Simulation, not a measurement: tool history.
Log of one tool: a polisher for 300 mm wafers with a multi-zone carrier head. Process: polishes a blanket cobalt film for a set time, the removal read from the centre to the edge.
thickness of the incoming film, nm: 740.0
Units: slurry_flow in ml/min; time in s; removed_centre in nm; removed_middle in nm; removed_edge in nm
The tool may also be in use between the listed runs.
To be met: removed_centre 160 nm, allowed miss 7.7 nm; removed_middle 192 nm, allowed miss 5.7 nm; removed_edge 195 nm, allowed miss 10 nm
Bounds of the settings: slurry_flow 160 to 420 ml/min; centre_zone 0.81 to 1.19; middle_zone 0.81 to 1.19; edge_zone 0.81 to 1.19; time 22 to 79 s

run	day	slurry_flow	centre_zone	middle_zone	edge_zone	time	removed_centre	removed_middle	removed_edge
1	0	270	1	1	1	50	228.57	243.38	258.17
2	0.142	270	0.97	0.99	0.97	48	214.91	228.7	233.44
3	0.404	260	0.93	0.98	0.98	47	201.36	224.72	231.8
4	0.483	195	0.93	0.98	0.98	47	191.68	215.83	232.43
5	0.512	195	0.91	0.97	0.96	46	185.03	212.37	225.46
6	0.821	200	0.89	0.96	0.94	45	176.34	202.33	212.5
7	1.042	200	0.87	0.96	0.93	45	173.57	200.23	212.48
8	1.4	200	0.86	0.96	0.91	45	172.17	203.99	205.39
9	1.488	200	0.85	0.95	0.9	45	172.81	199.53	211.88

4 next moves are on the table. One of them brings every result within its allowed miss. Which?
A	1.575	215	0.86	0.98	0.96	41	?	?	?
B	1.575	290	0.9	0.96	1.01	46	?	?	?
C	1.575	185	0.81	0.94	0.89	47	?	?	?
D	1.575	255	0.97	0.87	0.83	43	?	?	?

move	removed_centre	removed_middle	removed_edge
A	158.35	190.82	190.71
B	192.81	217.29	225
C	167.13	207.21	207.79
D	191.48	184.72	189.64
A: meets every target
B: further off than the last run
C: further off than the last run
D: brings the result that was furthest off to its target, and leaves another outside
The right move is A.
